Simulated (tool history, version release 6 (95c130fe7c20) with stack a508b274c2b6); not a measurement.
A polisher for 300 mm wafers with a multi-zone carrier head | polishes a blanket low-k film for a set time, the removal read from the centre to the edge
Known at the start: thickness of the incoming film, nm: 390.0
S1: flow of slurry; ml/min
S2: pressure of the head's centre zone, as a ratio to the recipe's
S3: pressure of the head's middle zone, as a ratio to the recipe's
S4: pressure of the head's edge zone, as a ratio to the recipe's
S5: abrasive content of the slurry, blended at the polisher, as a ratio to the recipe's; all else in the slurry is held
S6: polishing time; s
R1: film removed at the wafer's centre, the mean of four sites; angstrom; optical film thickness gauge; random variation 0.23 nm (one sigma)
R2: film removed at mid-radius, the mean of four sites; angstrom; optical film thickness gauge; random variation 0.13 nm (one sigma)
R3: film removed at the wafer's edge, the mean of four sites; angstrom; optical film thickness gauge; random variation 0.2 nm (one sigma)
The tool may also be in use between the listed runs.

run 1 day=0.000 | S1=290 S2=1.00 S3=1.00 S4=1.00 S5=1.00 S6=43 | R1=138.58 R2=135.43 R3=137.83
run 2 day=0.267 | S1=290 S2=1.01 S3=1.00 S4=1.02 S5=1.05 S6=44 | R1=149.32 R2=141.04 R3=145.35
run 3 day=0.504 | S1=290 S2=0.98 S3=1.00 S4=1.02 S5=1.05 S6=44 | R1=141.78 R2=141.28 R3=145.50
run 4 day=0.850 | S1=290 S2=1.05 S3=1.00 S4=1.02 S5=1.05 S6=44 | R1=155.38 R2=141.97 R3=145.28
run 5 day=1.125 | S1=290 S2=1.04 S3=1.01 S4=1.04 S5=1.10 S6=45 | R1=158.14 R2=147.64 R3=151.17
run 6 day=1.421 | S1=290 S2=1.01 S3=1.01 S4=1.04 S5=1.10 S6=45 | R1=152.37 R2=147.36 R3=153.93
run 7 day=1.446 | S1=295 S2=1.02 S3=1.02 S4=1.05 S5=1.15 S6=46 | R1=164.74 R2=155.58 R3=155.14

The next listed run, before its measurement:
run 8 day=1.812 | S1=285 S2=1.01 S3=1.01 S4=1.06 S5=1.20 S6=47 | R1=? R2=? R3=?

{"run 8": {"R1": 165.18, "R2": 159.6, "R3": 165.19}}
